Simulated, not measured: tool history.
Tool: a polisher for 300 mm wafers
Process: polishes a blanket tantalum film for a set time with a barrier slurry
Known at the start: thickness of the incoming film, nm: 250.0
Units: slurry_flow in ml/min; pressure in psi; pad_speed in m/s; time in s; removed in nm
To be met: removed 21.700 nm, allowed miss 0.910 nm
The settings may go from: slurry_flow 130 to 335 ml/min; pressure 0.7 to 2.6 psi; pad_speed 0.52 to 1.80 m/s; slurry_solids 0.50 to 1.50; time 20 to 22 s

run	hour	slurry_flow	pressure	pad_speed	slurry_solids	time	removed
1	0.0	215	1.6	1.16	1.00	22	35.367
2	0.7	215	1.4	1.16	1.00	22	32.088
3	2.7	165	1.4	1.16	1.00	22	29.665
4	4.1	165	1.4	1.42	1.00	22	34.141
5	9.2	160	1.2	1.40	1.00	22	30.887
6	10.0	160	1.2	1.40	1.00	22	30.572
7	11.7	160	0.7	1.36	1.00	22	19.517
8	17.2	160	0.7	1.36	1.00	22	19.462
9	22.3	165	0.7	1.36	1.00	22	19.448
10	29.3	165	0.9	1.36	1.00	22	23.597

5 next moves are on the table. One of them brings every result within its allowed miss. Which?
A	36.3	175	0.8	1.26	1.00	21	?
B	36.3	150	0.9	1.32	1.00	21	?
C	36.3	190	0.8	1.50	1.20	22	?
D	36.3	175	1.0	1.28	0.85	22	?
E	36.3	190	0.8	1.18	0.95	22	?

move	removed
A	19.456
B	21.607
C	24.720
D	23.304
E	19.326
A: takes the result that was furthest off past its target
B: meets every target
C: further off than the last run
D: nearer than the last run, and not there yet
E: takes the result that was furthest off past its target
Move B is the one to make.
